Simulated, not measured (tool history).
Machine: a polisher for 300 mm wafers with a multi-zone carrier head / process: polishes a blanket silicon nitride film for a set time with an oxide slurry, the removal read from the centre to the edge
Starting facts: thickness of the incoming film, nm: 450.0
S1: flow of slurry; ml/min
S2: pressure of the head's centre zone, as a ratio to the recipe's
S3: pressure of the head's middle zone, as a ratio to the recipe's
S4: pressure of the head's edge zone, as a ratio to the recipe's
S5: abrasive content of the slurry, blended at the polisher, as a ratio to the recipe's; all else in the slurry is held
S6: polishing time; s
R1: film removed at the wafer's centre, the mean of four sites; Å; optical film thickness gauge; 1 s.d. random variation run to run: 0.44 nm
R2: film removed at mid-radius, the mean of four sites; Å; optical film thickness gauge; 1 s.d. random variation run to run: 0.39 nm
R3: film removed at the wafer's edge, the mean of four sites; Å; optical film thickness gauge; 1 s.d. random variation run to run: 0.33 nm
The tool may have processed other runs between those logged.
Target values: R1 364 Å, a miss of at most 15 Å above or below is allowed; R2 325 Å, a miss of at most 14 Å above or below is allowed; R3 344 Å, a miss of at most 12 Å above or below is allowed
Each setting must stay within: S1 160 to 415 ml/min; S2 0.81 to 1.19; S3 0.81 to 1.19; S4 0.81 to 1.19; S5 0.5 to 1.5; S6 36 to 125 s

| run | day | S1 | S2 | S3 | S4 | S5 | S6 | R1 | R2 | R3 |
|---|---|---|---|---|---|---|---|---|---|---|
| 1 | 0 | 265 | 1 | 1 | 1 | 1 | 80 | 446.33 | 444.94 | 431.65 |
| 2 | 0.154 | 215 | 1 | 1 | 1 | 1 | 80 | 443.78 | 455.23 | 425.11 |
| 3 | 0.204 | 215 | 1 | 1 | 1 | 1 | 66 | 356.99 | 372.99 | 349.43 |
| 4 | 0.312 | 220 | 1.01 | 0.97 | 1 | 1 | 66 | 367.68 | 362.38 | 352.66 |
| 5 | 0.362 | 220 | 1.01 | 0.97 | 1 | 1 | 77 | 427.37 | 412 | 402.64 |
| 6 | 0.538 | 220 | 1.01 | 0.97 | 1 | 1 | 68 | 371.25 | 369.07 | 361.27 |
| 7 | 0.862 | 220 | 1.01 | 0.95 | 0.99 | 1 | 68 | 376.38 | 359.21 | 359.74 |
| 8 | 1.05 | 220 | 1.01 | 0.94 | 0.98 | 1 | 68 | 381.65 | 364.53 | 359.95 |
| 9 | 1.083 | 220 | 1.01 | 0.93 | 0.98 | 0.95 | 68 | 368.7 | 350.46 | 351.37 |
| 10 | 1.338 | 220 | 1.01 | 0.92 | 0.98 | 0.95 | 68 | 365.34 | 354.13 | 344.54 |
| 11 | 1.592 | 225 | 1.01 | 0.9 | 0.99 | 0.95 | 68 | 366.47 | 347.81 | 350.46 |

Consider the 4 candidate settings below. Which is the only one whose results all fall within their allowed miss of target?
| A | 1.846 | 215 | 1.01 | 0.9 | 0.98 | 1 | 69 | ? | ? | ? |
| B | 1.846 | 160 | 1.01 | 0.99 | 0.93 | 0.85 | 80 | ? | ? | ? |
| C | 1.846 | 245 | 1.03 | 0.85 | 0.99 | 0.95 | 66 | ? | ? | ? |
| D | 1.846 | 165 | 0.99 | 1.06 | 0.95 | 0.9 | 74 | ? | ? | ? |

| move | R1 | R2 | R3 |
|---|---|---|---|
| A | 376.97 | 351.94 | 367.66 |
| B | 386.4 | 389.74 | 371.86 |
| C | 362.95 | 317.65 | 347.43 |
| D | 363.39 | 394.45 | 359.28 |
A: moves away from the targets compared with the last run
B: moves away from the targets compared with the last run
C: each result inside its tolerance
D: moves away from the targets compared with the last run
So the answer is move C, the one that meets all the targets.
